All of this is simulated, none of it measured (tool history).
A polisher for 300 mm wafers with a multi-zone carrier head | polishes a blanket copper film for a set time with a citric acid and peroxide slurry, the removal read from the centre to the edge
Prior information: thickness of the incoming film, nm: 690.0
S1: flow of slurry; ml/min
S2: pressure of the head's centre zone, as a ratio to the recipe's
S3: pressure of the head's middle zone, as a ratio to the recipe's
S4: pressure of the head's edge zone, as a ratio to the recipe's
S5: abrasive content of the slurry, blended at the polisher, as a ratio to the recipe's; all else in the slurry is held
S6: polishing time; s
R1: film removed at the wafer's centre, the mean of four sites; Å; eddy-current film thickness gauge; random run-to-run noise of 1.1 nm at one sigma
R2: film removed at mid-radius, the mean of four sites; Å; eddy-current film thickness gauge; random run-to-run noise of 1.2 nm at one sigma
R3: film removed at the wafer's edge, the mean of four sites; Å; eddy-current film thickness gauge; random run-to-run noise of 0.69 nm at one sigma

run,day,S1,S2,S3,S4,S5,S6,R1,R2,R3
1,0.000,190,1.00,1.00,1.00,1.00,54,1408.2,1457.6,1480.1
2,0.071,190,1.00,1.00,1.00,1.00,64,1655.1,1712.9,1734.1
3,0.158,190,1.00,1.00,1.00,1.00,77,1976.7,2086.5,2092.8
4,0.408,180,0.98,0.98,0.95,0.85,64,1571.0,1612.1,1606.7
5,0.638,180,0.91,0.98,0.95,0.85,64,1474.9,1629.6,1604.8
6,0.742,170,0.89,0.95,0.91,0.75,57,1255.9,1316.3,1336.6
7,0.796,160,0.87,0.94,0.88,0.65,54,1082.9,1176.2,1196.3

Estimate the outcome of run 8 from the log above:
8,0.954,160,0.89,0.93,0.86,0.60,52,?,?,?

R1: 1036.4 Å
R2: 1099.5 Å
R3: 1113.3 Å

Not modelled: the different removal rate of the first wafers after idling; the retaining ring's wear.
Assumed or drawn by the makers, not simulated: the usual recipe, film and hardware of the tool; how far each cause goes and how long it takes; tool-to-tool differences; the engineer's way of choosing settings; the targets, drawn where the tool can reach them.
